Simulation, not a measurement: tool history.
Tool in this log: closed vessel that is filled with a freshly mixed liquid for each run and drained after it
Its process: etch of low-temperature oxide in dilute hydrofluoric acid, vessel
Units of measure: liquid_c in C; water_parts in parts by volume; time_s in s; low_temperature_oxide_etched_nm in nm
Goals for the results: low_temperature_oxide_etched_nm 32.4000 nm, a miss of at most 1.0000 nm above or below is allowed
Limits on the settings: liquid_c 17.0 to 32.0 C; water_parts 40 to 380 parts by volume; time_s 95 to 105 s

run	hour	liquid_c	water_parts	time_s	low_temperature_oxide_etched_nm
1	0.0	24.0	210	95	11.2670
2	8.7	21.0	210	95	9.9647
3	15.6	18.5	210	95	9.0513
4	16.6	21.5	210	95	10.0820
5	24.0	24.5	165	95	15.3060
6	26.3	23.0	165	95	14.4260
7	34.8	25.5	140	95	19.2410
8	35.4	27.5	130	95	22.3040
9	36.0	29.0	120	95	25.9660
10	37.8	30.0	115	95	27.7960
11	42.9	30.5	110	95	30.7210
12	44.7	30.5	110	95	30.6790
13	48.1	31.0	110	95	31.3060

5 next moves are on the table. One of them brings every result within its allowed miss. Which?
A	51.5	29.0	115	100	?
B	51.5	32.0	120	105	?
C	51.5	30.5	115	100	?
D	51.5	32.0	120	100	?
E	51.5	32.0	130	105	?

move	low_temperature_oxide_etched_nm
A	28.6220
B	31.9350
C	30.2600
D	30.4140
E	29.0620
A: moves away from the targets compared with the last run
B: each result inside its tolerance
C: moves away from the targets compared with the last run
D: moves away from the targets compared with the last run
E: moves away from the targets compared with the last run
Answer: B
